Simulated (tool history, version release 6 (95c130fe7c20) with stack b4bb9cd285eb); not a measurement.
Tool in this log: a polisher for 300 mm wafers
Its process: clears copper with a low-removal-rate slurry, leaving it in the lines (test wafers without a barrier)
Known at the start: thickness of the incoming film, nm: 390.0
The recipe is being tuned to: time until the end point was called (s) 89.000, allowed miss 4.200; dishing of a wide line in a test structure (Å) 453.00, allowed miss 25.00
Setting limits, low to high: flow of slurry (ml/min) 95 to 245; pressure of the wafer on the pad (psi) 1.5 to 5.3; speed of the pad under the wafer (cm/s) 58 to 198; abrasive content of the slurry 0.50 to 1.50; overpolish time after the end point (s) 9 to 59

run  hour  flow of slurry (ml/min)  pressure of the wafer on the pad (psi)  speed of the pad under the wafer (cm/s)  abrasive content of the slurry  overpolish time after the end point (s)  time until the end point was called (s)  dishing of a wide line in a test structure (Å)
  1   0.0                      155                                     3.4                                      128                            1.00                                       30                                   84.720                                          920.24
  2   5.4                      160                                     3.2                                      134                            1.00                                       26                                   85.117                                          816.37
  3   7.3                      195                                     3.2                                      134                            1.00                                       26                                   82.585                                          828.26
  4  16.2                      170                                     3.2                                      134                            1.00                                       26                                   82.715                                          851.29
  5  19.2                      170                                     3.2                                      134                            1.00                                       33                                   82.528                                          984.36
  6  20.1                      185                                     2.9                                      140                            1.00                                       29                                   86.821                                          871.48
  7  24.6                      195                                     2.9                                      138                            1.05                                       25                                   85.694                                          782.39
  8  27.4                      205                                     2.7                                      138                            1.15                                       22                                   90.600                                          675.70
  9  30.9                      210                                     2.7                                      138                            1.20                                       20                                   88.742                                          651.67
 10  35.1                      215                                     2.6                                      138                            1.25                                       18                                   89.232                                          577.84
 11  40.2                      215                                     2.6                                      138                            1.25                                       17                                   91.706                                          537.33
 12  44.9                      220                                     2.7                                      140                            1.25                                        9                                   85.775                                          337.37
 13  45.9                      220                                     2.7                                      140                            1.25                                       10                                   87.296                                          376.03
 14  54.1                      220                                     2.7                                      140                            1.25                                       10                                   84.741                                          370.52
 15  55.6                      210                                     2.6                                      138                            1.25                                       22                                   93.215                                          681.68

Which single option among these 4 for the next run brings every result within its allowed miss of target? Just one does.
  A  57.1                      205                                     2.5                                      148                            1.20                                       13                                        ?                                               ?
  B  57.1                      170                                     3.2                                      110                            1.10                                       13                                        ?                                               ?
  C  57.1                      220                                     2.7                                      142                            1.25                                       29                                        ?                                               ?
  D  57.1                      225                                     2.2                                      142                            1.35                                       18                                        ?                                               ?

move  time until the end point was called (s)  dishing of a wide line in a test structure (Å)
   A                                   88.174                                          451.27
   B                                   98.665                                          414.55
   C                                   84.311                                          874.42
   D                                   99.085                                          532.19
A: each result inside its tolerance
B: takes the biggest miss from the last run beyond its target
C: misses by more than the last run did
D: better than the last run, though not everything is in spec
So the answer is move A, the one that meets all the targets.
